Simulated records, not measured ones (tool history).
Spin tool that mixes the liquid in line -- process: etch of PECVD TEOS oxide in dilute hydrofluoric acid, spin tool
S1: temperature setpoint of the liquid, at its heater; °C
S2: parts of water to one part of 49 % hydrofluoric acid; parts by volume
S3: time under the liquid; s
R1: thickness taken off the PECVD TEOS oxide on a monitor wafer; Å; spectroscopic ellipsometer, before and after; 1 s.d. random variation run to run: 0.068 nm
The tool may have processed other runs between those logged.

Run 1, hour 0: S1 24 °C, S2 255 parts by volume, S3 305 s. Result: R1 153.68 Å.
Run 2, hour 7.9: S1 24 °C, S2 330 parts by volume, S3 305 s. Result: R1 111.57 Å.
Run 3, hour 13.8: S1 22 °C, S2 330 parts by volume, S3 305 s. Result: R1 102 Å.
Run 4, hour 19.7: S1 21 °C, S2 330 parts by volume, S3 305 s. Result: R1 98.901 Å.
Run 5, hour 28.2: S1 20 °C, S2 330 parts by volume, S3 305 s. Result: R1 96.464 Å.
Run 6, hour 31.7: S1 20 °C, S2 285 parts by volume, S3 305 s. Result: R1 115.26 Å.
Run 7, hour 39.8: S1 19 °C, S2 295 parts by volume, S3 305 s. Result: R1 105.47 Å.

Predict the results of run 8:
Run 8, hour 47.6: S1 18.5 °C, S2 305 parts by volume, S3 305 s. Result: R1 ?.

{"run 8": {"R1": 100.86}}

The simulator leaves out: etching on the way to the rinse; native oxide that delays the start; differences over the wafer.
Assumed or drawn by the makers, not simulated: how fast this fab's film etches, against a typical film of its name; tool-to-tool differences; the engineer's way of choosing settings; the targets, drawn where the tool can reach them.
